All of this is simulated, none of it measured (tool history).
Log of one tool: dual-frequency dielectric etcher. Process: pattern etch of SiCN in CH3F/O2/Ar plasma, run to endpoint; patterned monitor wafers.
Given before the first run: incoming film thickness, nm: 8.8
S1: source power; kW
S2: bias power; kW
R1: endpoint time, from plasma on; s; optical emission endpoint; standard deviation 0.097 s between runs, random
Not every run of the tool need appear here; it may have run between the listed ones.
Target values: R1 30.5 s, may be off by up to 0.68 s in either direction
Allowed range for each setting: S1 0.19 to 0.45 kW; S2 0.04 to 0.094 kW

| run | hour | S1 | S2 | R1 |
|---|---|---|---|---|
| 1 | 0 | 0.32 | 0.067 | 25.569 |
| 2 | 2.2 | 0.36 | 0.067 | 24.06 |
| 3 | 3.4 | 0.36 | 0.075 | 22.839 |
| 4 | 6.9 | 0.34 | 0.074 | 23.696 |
| 5 | 11.2 | 0.39 | 0.074 | 22.099 |
| 6 | 15.7 | 0.44 | 0.074 | 20.893 |
| 7 | 16.6 | 0.42 | 0.072 | 21.588 |
| 8 | 17.9 | 0.4 | 0.07 | 22.188 |
| 9 | 26.7 | 0.34 | 0.056 | 26.566 |
| 10 | 30.9 | 0.33 | 0.056 | 27.007 |
| 11 | 35.2 | 0.32 | 0.056 | 27.638 |
| 12 | 35.9 | 0.31 | 0.056 | 28.006 |
| 13 | 38.3 | 0.3 | 0.056 | 28.714 |

Which one of the following 4 next-run settings gets every result inside its allowed miss? There is exactly one.
| A | 40.7 | 0.32 | 0.044 | ? |
| B | 40.7 | 0.24 | 0.054 | ? |
| C | 40.7 | 0.27 | 0.049 | ? |
| D | 40.7 | 0.24 | 0.058 | ? |

| move | R1 |
|---|---|
| A | 30.619 |
| B | 32.968 |
| C | 32.12 |
| D | 31.933 |
A: all results land within tolerance of their targets
B: pushes the last run's worst result past its target
C: pushes the last run's worst result past its target
D: pushes the last run's worst result past its target
The right move is A.
